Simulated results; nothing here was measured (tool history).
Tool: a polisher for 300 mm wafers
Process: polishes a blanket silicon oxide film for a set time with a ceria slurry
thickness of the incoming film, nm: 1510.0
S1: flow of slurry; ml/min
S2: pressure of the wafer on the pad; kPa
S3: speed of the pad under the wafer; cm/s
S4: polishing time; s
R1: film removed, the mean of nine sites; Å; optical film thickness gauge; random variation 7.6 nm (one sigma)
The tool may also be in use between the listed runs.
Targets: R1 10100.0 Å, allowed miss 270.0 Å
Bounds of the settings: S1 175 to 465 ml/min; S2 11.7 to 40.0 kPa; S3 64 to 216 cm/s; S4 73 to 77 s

run 1 hour=0.0 | S1=295 S2=25.5 S3=140 S4=73 | R1=5558.0
run 2 hour=5.8 | S1=295 S2=25.5 S3=140 S4=73 | R1=5581.6
run 3 hour=10.7 | S1=295 S2=27.6 S3=140 S4=73 | R1=6053.7
run 4 hour=11.7 | S1=295 S2=29.0 S3=140 S4=73 | R1=6324.1
run 5 hour=13.1 | S1=295 S2=29.0 S3=140 S4=73 | R1=6300.6
run 6 hour=21.1 | S1=325 S2=29.0 S3=140 S4=73 | R1=6396.0
run 7 hour=23.0 | S1=325 S2=30.3 S3=140 S4=73 | R1=6541.2
run 8 hour=30.5 | S1=325 S2=31.7 S3=142 S4=73 | R1=6976.3
run 9 hour=34.4 | S1=325 S2=32.4 S3=144 S4=73 | R1=7202.2
run 10 hour=42.3 | S1=325 S2=33.1 S3=146 S4=73 | R1=7538.9
run 11 hour=46.7 | S1=325 S2=33.8 S3=148 S4=73 | R1=7756.6
run 12 hour=52.4 | S1=325 S2=34.5 S3=150 S4=73 | R1=8084.2
run 13 hour=58.3 | S1=325 S2=35.2 S3=150 S4=73 | R1=8131.8
run 14 hour=66.1 | S1=335 S2=40.0 S3=156 S4=73 | R1=9532.4
run 15 hour=68.7 | S1=340 S2=40.0 S3=156 S4=73 | R1=9610.1

Which of these 5 next moves meets every target?
run A hour=71.3 | S1=410 S2=37.9 S3=160 S4=73 | R1=?
run B hour=71.3 | S1=370 S2=40.0 S3=138 S4=77 | R1=?
run C hour=71.3 | S1=320 S2=40.0 S3=156 S4=73 | R1=?
run D hour=71.3 | S1=335 S2=40.0 S3=156 S4=76 | R1=?
run E hour=71.3 | S1=335 S2=37.9 S3=144 S4=77 | R1=?

move=A R1=9616.5
move=B R1=9190.0
move=C R1=9714.3
move=D R1=10148.0
move=E R1=9032.9
A: as far off as the last run
B: further off than the last run
C: nearer than the last run, and not there yet
D: meets every target
E: further off than the last run
The right move is D.
